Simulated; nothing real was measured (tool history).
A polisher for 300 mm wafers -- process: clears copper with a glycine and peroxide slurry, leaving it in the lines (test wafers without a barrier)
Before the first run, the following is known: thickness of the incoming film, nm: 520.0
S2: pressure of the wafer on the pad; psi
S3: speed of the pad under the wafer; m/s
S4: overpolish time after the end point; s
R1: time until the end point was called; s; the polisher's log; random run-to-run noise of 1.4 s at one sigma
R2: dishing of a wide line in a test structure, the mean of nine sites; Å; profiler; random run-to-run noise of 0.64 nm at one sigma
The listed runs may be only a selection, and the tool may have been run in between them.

{"run": 1, "hour": 0.0, "flow of slurry (ml/min)": 220, "S2": 3.4, "S3": 1.12, "S4": 16, "R1": 67.02, "R2": 585.93}
{"run": 2, "hour": 3.4, "flow of slurry (ml/min)": 260, "S2": 3.4, "S3": 1.12, "S4": 16, "R1": 65.605, "R2": 594.65}
{"run": 3, "hour": 7.2, "flow of slurry (ml/min)": 240, "S2": 3.4, "S3": 1.12, "S4": 16, "R1": 67.045, "R2": 601.52}
{"run": 4, "hour": 8.4, "flow of slurry (ml/min)": 240, "S2": 3.4, "S3": 0.9, "S4": 16, "R1": 75.868, "R2": 562.08}
{"run": 5, "hour": 12.2, "flow of slurry (ml/min)": 240, "S2": 2.9, "S3": 0.88, "S4": 16, "R1": 86.339, "R2": 497.76}
{"run": 6, "hour": 15.9, "flow of slurry (ml/min)": 240, "S2": 3.2, "S3": 0.88, "S4": 16, "R1": 81.981, "R2": 529.01}
{"run": 7, "hour": 19.5, "flow of slurry (ml/min)": 235, "S2": 2.2, "S3": 0.82, "S4": 19, "R1": 112.91, "R2": 480.8}
{"run": 8, "hour": 25.2, "flow of slurry (ml/min)": 235, "S2": 2.1, "S3": 0.82, "S4": 18, "R1": 115.39, "R2": 445.89}

Run 9 comes next. What will it give?
{"run": 9, "hour": 29.9, "flow of slurry (ml/min)": 230, "S2": 1.8, "S3": 0.82, "S4": 17, "R1": "?", "R2": "?"}

{"run 9": {"R1": 129.77, "R2": 411.26}}

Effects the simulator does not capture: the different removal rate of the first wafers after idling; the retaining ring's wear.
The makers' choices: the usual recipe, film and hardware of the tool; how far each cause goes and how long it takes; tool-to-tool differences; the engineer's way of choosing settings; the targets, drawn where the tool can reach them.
